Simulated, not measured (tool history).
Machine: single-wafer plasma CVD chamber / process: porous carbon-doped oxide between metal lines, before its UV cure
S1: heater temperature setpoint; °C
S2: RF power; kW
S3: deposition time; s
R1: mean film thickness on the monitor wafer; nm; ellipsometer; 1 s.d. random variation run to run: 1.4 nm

run 1 hour=0.0 | S1=280 S2=0.600 S3=29.8 | R1=204.92
run 2 hour=7.3 | S1=280 S2=0.600 S3=29.8 | R1=204.59
run 3 hour=13.2 | S1=280 S2=0.640 S3=29.8 | R1=213.74
run 4 hour=19.6 | S1=288 S2=0.640 S3=29.8 | R1=204.96
run 5 hour=27.3 | S1=288 S2=0.640 S3=29.8 | R1=203.87
run 6 hour=35.3 | S1=278 S2=0.680 S3=29.8 | R1=227.45

Run 7, settings as shown, results not yet in. Your forecast:
run 7 hour=43.4 | S1=271 S2=0.700 S3=29.8 | R1=?

{"run 7": {"R1": 244.86}}

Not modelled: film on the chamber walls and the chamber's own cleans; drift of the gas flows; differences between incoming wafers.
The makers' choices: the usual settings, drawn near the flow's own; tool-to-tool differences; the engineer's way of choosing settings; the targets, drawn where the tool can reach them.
